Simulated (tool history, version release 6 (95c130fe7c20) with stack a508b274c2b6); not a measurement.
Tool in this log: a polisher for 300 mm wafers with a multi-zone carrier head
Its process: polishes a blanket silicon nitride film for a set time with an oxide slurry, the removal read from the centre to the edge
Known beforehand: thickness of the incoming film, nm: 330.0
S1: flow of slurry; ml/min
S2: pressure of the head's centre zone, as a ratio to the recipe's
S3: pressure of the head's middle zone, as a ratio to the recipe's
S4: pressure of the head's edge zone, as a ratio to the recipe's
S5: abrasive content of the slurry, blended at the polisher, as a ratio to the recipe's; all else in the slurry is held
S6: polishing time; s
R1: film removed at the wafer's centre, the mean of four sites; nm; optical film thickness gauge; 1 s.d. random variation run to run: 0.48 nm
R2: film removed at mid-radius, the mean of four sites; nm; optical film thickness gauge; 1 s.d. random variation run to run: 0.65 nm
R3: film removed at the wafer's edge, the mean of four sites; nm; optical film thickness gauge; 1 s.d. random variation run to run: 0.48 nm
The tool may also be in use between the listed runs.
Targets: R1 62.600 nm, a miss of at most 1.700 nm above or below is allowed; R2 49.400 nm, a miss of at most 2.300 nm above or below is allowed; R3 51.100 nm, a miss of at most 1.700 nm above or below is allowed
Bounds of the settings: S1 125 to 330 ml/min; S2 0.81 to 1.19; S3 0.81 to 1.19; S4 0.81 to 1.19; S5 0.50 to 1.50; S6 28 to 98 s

run,hour,S1,S2,S3,S4,S5,S6,R1,R2,R3
1,0.0,210,1.00,1.00,1.00,1.00,63,46.830,46.503,45.187
2,2.3,210,1.00,1.08,1.00,1.00,63,45.605,49.199,45.037
3,5.3,230,1.07,1.05,1.04,1.05,63,51.006,49.154,47.221
4,10.2,230,1.07,1.05,1.12,1.05,63,50.538,49.330,49.290
5,16.2,245,1.11,1.03,1.11,1.10,63,54.910,51.073,49.776
6,20.6,245,1.11,1.03,1.11,1.30,63,58.042,55.608,54.964
7,24.4,245,1.14,0.99,1.10,1.25,63,58.436,51.971,52.213
8,33.2,255,1.16,0.96,1.09,1.25,63,60.614,51.046,53.558
9,42.0,255,1.17,0.95,1.06,1.25,63,61.018,50.279,52.062

Below are 5 possible settings for the next run. Only one of them brings all results inside the allowed miss of their targets. Which is it?
A,50.8,280,1.18,0.96,1.12,1.35,59,?,?,?
B,50.8,330,1.19,0.92,0.99,1.00,69,?,?,?
C,50.8,310,1.12,0.99,0.91,0.95,70,?,?,?
D,50.8,280,1.17,0.95,1.04,0.95,69,?,?,?
E,50.8,245,1.17,1.09,1.04,1.25,64,?,?,?

move,R1,R2,R3
A,59.826,49.383,51.748
B,62.896,49.639,50.911
C,58.382,51.956,48.400
D,59.350,48.971,50.100
E,61.480,57.019,52.010
A: misses by more than the last run did
B: each result inside its tolerance
C: misses by more than the last run did
D: misses by more than the last run did
E: gets the furthest-off result to its target, but another result is out of tolerance
The move that meets every target is B.
